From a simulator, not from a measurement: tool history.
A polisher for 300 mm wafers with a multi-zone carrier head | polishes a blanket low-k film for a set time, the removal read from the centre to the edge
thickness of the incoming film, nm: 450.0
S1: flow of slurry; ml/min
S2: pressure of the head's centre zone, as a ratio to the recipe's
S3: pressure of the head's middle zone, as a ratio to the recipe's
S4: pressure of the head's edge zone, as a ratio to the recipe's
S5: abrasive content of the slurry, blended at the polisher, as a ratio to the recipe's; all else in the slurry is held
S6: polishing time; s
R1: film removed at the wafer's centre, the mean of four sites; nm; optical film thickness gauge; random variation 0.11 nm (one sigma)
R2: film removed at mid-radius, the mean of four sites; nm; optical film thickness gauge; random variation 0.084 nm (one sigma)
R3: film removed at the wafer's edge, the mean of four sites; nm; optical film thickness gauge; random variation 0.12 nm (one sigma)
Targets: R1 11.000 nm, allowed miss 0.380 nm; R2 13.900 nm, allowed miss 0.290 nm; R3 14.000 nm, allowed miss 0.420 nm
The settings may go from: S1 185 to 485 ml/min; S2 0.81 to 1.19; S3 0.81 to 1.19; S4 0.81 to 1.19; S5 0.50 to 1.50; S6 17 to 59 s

run 1 day=0.000 | S1=310 S2=1.00 S3=1.00 S4=1.00 S5=1.00 S6=38 | R1=15.813 R2=16.359 R3=16.067
run 2 day=0.221 | S1=310 S2=1.00 S3=1.00 S4=1.07 S5=1.00 S6=38 | R1=15.918 R2=16.438 R3=16.745
run 3 day=0.554 | S1=290 S2=0.94 S3=1.00 S4=1.05 S5=0.90 S6=38 | R1=14.034 R2=15.210 R3=15.418
run 4 day=0.592 | S1=260 S2=0.94 S3=1.00 S4=1.05 S5=0.90 S6=38 | R1=13.920 R2=15.069 R3=15.319
run 5 day=0.633 | S1=260 S2=0.94 S3=1.00 S4=1.05 S5=0.90 S6=42 | R1=15.255 R2=16.684 R3=16.973
run 6 day=0.850 | S1=240 S2=0.90 S3=1.01 S4=1.06 S5=0.80 S6=42 | R1=13.531 R2=15.699 R3=15.592
run 7 day=1.067 | S1=225 S2=0.87 S3=1.01 S4=1.07 S5=0.75 S6=42 | R1=12.819 R2=14.991 R3=15.257
run 8 day=1.204 | S1=215 S2=0.85 S3=1.02 S4=1.08 S5=0.70 S6=42 | R1=11.884 R2=14.196 R3=14.654
run 9 day=1.254 | S1=210 S2=0.84 S3=1.03 S4=1.07 S5=0.70 S6=42 | R1=11.646 R2=14.383 R3=14.754
run 10 day=1.542 | S1=205 S2=0.83 S3=1.03 S4=1.05 S5=0.70 S6=42 | R1=11.273 R2=14.535 R3=14.389
run 11 day=1.900 | S1=200 S2=0.83 S3=1.02 S4=1.04 S5=0.70 S6=42 | R1=11.301 R2=14.273 R3=14.397

Which of these 4 next moves meets every target?
run A day=2.258 | S1=185 S2=0.88 S3=0.97 S4=1.01 S5=0.90 S6=38 | R1=? R2=? R3=?
run B day=2.258 | S1=210 S2=0.82 S3=1.01 S4=1.03 S5=0.90 S6=36 | R1=? R2=? R3=?
run C day=2.258 | S1=220 S2=0.83 S3=1.08 S4=1.06 S5=0.75 S6=40 | R1=? R2=? R3=?
run D day=2.258 | S1=290 S2=0.82 S3=0.94 S4=0.98 S5=0.65 S6=44 | R1=? R2=? R3=?

move=A R1=12.196 R2=13.938 R3=14.704
move=B R1=11.044 R2=13.984 R3=14.297
move=C R1=11.360 R2=15.020 R3=14.673
move=D R1=11.805 R2=14.008 R3=14.703
A: brings the result that was furthest off to its target, and leaves another outside
B: meets every target
C: further off than the last run
D: brings the result that was furthest off to its target, and leaves another outside
Move B is the one to make.
